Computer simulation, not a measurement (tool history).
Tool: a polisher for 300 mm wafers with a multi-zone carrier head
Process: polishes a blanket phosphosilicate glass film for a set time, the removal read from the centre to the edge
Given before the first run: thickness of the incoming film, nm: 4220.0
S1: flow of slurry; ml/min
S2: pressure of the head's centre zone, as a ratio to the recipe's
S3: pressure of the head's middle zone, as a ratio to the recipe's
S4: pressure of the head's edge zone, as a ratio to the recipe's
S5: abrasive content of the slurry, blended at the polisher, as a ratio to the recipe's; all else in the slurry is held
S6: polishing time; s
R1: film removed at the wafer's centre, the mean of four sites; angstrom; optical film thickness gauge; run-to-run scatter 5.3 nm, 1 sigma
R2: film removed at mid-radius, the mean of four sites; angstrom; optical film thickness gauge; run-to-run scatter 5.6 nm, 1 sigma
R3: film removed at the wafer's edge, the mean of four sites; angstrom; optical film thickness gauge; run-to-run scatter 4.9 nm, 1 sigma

{"run": 1, "hour": 0.0, "S1": 270, "S2": 1, "S3": 1, "S4": 1, "S5": 1, "S6": 61, "R1": 7923.9, "R2": 7843.7, "R3": 7775.1}
{"run": 2, "hour": 1.2, "S1": 270, "S2": 1, "S3": 0.98, "S4": 0.99, "S5": 0.9, "S6": 57, "R1": 6965.2, "R2": 6475.8, "R3": 6889.5}
{"run": 3, "hour": 5.2, "S1": 270, "S2": 1, "S3": 0.9, "S4": 0.99, "S5": 0.9, "S6": 57, "R1": 7084.3, "R2": 6221.6, "R3": 6836.1}
{"run": 4, "hour": 7.8, "S1": 330, "S2": 1, "S3": 0.9, "S4": 0.99, "S5": 0.9, "S6": 57, "R1": 7045.1, "R2": 6239.1, "R3": 6918}
{"run": 5, "hour": 13.2, "S1": 325, "S2": 1, "S3": 0.91, "S4": 0.97, "S5": 0.85, "S6": 54, "R1": 6327, "R2": 5870.7, "R3": 6170.2}
{"run": 6, "hour": 16.8, "S1": 325, "S2": 1, "S3": 0.91, "S4": 0.97, "S5": 0.7, "S6": 54, "R1": 5123.2, "R2": 4837.9, "R3": 4941.8}
{"run": 7, "hour": 20.2, "S1": 310, "S2": 0.99, "S3": 0.81, "S4": 0.92, "S5": 0.55, "S6": 53, "R1": 3566.4, "R2": 3127.7, "R3": 3467.6}
{"run": 8, "hour": 25.5, "S1": 315, "S2": 1, "S3": 0.82, "S4": 0.93, "S5": 0.55, "S6": 53, "R1": 3661.4, "R2": 3030.4, "R3": 3431.3}

Run 9 has not been measured yet. What should we expect?
{"run": 9, "hour": 31.0, "S1": 320, "S2": 1, "S3": 0.83, "S4": 0.94, "S5": 0.55, "S6": 53, "R1": "?", "R2": "?", "R3": "?"}

R1: 3707.1 angstrom
R2: 3057.6 angstrom
R3: 3470.3 angstrom
